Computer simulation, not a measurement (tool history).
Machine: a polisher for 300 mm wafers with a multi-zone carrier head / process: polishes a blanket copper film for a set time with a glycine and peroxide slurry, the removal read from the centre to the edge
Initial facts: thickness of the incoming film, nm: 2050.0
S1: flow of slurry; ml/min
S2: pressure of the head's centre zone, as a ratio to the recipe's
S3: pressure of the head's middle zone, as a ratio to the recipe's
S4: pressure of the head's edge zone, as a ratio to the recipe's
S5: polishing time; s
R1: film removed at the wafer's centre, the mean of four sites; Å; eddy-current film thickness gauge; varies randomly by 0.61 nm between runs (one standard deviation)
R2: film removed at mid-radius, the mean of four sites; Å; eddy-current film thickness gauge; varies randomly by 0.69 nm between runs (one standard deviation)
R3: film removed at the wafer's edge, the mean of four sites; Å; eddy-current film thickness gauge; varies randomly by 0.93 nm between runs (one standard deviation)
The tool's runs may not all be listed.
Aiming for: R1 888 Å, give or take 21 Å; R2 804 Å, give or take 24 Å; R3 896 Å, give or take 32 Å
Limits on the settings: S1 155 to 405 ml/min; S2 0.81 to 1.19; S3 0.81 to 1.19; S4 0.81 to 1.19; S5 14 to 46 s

run  hour   S1    S2    S3    S4  S5      R1      R2      R3
  1     0  260     1     1     1  30  1135.4  1135.2  1170.7
  2   8.8  260     1  1.06     1  30  1127.5  1209.1  1144.9
  3  12.4  260     1  1.04  0.98  29  1098.1  1146.1  1121.1
  4  20.1  260     1  1.04  0.98  23  866.68  906.63  887.17
  5  25.5  255     1  1.03  0.98  23  869.37  888.17  886.67
  6  33.7  255  0.93  1.03  0.98  23  801.84  893.18  875.65
  7  38.3  260  0.94  1.02  0.98  23  809.03  883.24  884.82
  8  39.2  260  0.95  1.01  0.98  23  820.84  872.47  870.53
  9  42.2  260  0.96     1  0.99  23  830.32   875.1   894.4
 10  48.3  260  0.97  0.99  0.98  23   840.9   860.8  889.64
 11    52  260  0.98  0.98  0.98  23  845.17  866.03   875.4
 12  53.7  260  0.99  0.96  0.99  23  862.98  831.44  891.32
 13  61.2  260     1  0.94  0.99  23  873.07   827.3  890.37

Below are 4 possible settings for the next run. Only one of them brings all results inside the allowed miss of their targets. Which is it?
  A  68.7  360  0.97   0.9  0.88  24   ?   ?   ?
  B  68.7  270  1.03  1.05  1.04  22   ?   ?   ?
  C  68.7  270  0.96  0.96  0.92  24   ?   ?   ?
  D  68.7  240  1.04  0.92  1.04  23   ?   ?   ?

move      R1      R2      R3
   A  921.45  857.05  902.04
   B  870.22  868.45  873.63
   C  883.78  878.81   899.9
   D  902.88  800.31  904.76
A: moves away from the targets compared with the last run
B: moves away from the targets compared with the last run
C: moves away from the targets compared with the last run
D: hits every target within its allowed miss
The move that meets every target is D.

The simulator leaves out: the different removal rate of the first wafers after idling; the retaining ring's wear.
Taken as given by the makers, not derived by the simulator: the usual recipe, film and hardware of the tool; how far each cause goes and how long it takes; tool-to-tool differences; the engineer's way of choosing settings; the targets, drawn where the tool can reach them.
